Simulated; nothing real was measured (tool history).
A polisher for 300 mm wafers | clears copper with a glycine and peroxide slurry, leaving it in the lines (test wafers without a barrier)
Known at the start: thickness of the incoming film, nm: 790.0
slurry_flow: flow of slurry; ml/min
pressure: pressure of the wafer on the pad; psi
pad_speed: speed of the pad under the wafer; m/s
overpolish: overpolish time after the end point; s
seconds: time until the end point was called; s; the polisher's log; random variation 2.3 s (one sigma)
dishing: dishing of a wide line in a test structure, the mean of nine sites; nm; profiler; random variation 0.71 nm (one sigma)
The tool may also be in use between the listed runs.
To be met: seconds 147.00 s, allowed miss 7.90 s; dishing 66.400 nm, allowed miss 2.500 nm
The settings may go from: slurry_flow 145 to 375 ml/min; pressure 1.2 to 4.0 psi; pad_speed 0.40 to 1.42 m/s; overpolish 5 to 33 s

| run | hour | slurry_flow | pressure | pad_speed | overpolish | seconds | dishing |
|---|---|---|---|---|---|---|---|
| 1 | 0.0 | 240 | 2.6 | 0.90 | 17 | 149.44 | 52.350 |
| 2 | 0.8 | 240 | 2.6 | 1.12 | 17 | 123.86 | 57.690 |
| 3 | 9.0 | 240 | 2.6 | 0.96 | 17 | 140.33 | 53.735 |
| 4 | 12.8 | 240 | 2.6 | 0.96 | 14 | 136.94 | 48.249 |
| 5 | 20.2 | 240 | 2.6 | 0.96 | 18 | 142.08 | 56.272 |
|  | 24.2 | worn pad replaced by a new one |
| 6 | 24.2 | 240 | 2.6 | 0.78 | 18 | 157.43 | 53.685 |
| 7 | 32.7 | 240 | 2.7 | 0.76 | 19 | 155.78 | 54.750 |
| 8 | 39.2 | 240 | 2.8 | 0.76 | 20 | 156.98 | 58.077 |
| 9 | 42.3 | 240 | 2.9 | 0.76 | 21 | 151.37 | 58.590 |

Which of these 5 next moves meets every target?
| A | 45.4 | 225 | 2.5 | 0.88 | 24 | ? | ? |
| B | 45.4 | 220 | 3.3 | 0.62 | 30 | ? | ? |
| C | 45.4 | 285 | 2.6 | 0.66 | 28 | ? | ? |
| D | 45.4 | 275 | 3.1 | 0.64 | 27 | ? | ? |
| E | 45.4 | 205 | 1.8 | 0.86 | 30 | ? | ? |

| move | seconds | dishing |
|---|---|---|
| A | 144.57 | 65.867 |
| B | 166.25 | 71.302 |
| C | 173.09 | 66.309 |
| D | 163.71 | 67.514 |
| E | 170.97 | 67.186 |
A: meets every target
B: takes the result that was furthest off past its target
C: brings the result that was furthest off to its target, and leaves another outside
D: brings the result that was furthest off to its target, and leaves another outside
E: brings the result that was furthest off to its target, and leaves another outside
Answer: A
